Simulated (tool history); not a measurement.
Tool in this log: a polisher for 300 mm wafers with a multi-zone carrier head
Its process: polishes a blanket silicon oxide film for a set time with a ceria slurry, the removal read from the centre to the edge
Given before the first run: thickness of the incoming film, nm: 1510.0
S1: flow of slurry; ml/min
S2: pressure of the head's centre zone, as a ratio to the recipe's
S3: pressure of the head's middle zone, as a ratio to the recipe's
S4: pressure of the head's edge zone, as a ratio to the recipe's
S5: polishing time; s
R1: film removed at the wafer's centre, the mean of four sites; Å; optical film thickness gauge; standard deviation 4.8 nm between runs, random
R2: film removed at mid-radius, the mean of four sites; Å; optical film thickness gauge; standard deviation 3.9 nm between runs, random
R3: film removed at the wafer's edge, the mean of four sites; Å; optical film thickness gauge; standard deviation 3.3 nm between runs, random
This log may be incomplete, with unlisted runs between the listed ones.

run	hour	S1	S2	S3	S4	S5	R1	R2	R3
1	0	305	1	1	1	70	3931.1	3888	3922.5
2	1.8	270	1	1	1	70	3813	3808.4	3877.6
3	5	270	1	1.03	1	70	3921	3934.5	3881.7
4	13.8	290	1.05	1.04	1.05	74	4333.5	4158.4	4209.2
5	14.5	290	1.05	1.04	0.99	74	4298.8	4178.4	4109
6	19.2	290	1.05	1.11	0.99	74	4273	4427.9	4078.9
7	21.9	310	1.1	1.1	1.03	78	4878.1	4630.8	4384.8

Predict the results of run 8:
8	28.2	320	1.12	1.09	1.07	81	?	?	?

Run 8 measured R1 5152.5 Å, R2 4802 Å, R3 4630.3 Å.
